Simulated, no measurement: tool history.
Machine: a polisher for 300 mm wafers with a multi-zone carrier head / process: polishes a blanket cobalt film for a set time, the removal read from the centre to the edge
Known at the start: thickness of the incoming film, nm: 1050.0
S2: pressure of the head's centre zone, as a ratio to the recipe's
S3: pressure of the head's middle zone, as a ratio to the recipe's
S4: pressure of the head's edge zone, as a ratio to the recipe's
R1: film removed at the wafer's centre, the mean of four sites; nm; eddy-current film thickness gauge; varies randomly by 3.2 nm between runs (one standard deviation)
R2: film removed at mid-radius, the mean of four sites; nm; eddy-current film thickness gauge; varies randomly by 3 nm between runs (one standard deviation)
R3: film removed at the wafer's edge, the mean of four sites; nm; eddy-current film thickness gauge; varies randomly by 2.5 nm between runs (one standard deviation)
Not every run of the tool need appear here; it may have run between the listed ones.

Run 1, hour 0.0: flow of slurry (ml/min) 280, S2 1.00, S3 1.00, S4 1.00, polishing time (s) 56. Result: R1 212.00 nm, R2 207.96 nm, R3 217.19 nm.
Run 2, hour 5.5: flow of slurry (ml/min) 280, S2 1.00, S3 1.00, S4 1.05, polishing time (s) 56. Result: R1 216.93 nm, R2 207.76 nm, R3 219.69 nm.
Run 3, hour 9.1: flow of slurry (ml/min) 280, S2 1.00, S3 1.00, S4 1.05, polishing time (s) 68. Result: R1 257.12 nm, R2 254.16 nm, R3 265.08 nm.
Run 4, hour 16.3: flow of slurry (ml/min) 275, S2 0.97, S3 0.98, S4 1.06, polishing time (s) 68. Result: R1 244.71 nm, R2 248.99 nm, R3 267.83 nm.
Run 5, hour 17.5: flow of slurry (ml/min) 275, S2 0.97, S3 1.05, S4 1.06, polishing time (s) 68. Result: R1 256.42 nm, R2 269.57 nm, R3 264.71 nm.
Run 6, hour 23.6: flow of slurry (ml/min) 220, S2 0.97, S3 1.05, S4 1.06, polishing time (s) 68. Result: R1 243.83 nm, R2 250.63 nm, R3 258.72 nm.

Forecast run 7:
Run 7, hour 26.1: flow of slurry (ml/min) 210, S2 0.96, S3 1.03, S4 1.07, polishing time (s) 69. Result: R1 ?, R2 ?, R3 ?.

Logged for run 7: R1 235.00 nm, R2 251.96 nm, R3 265.57 nm.
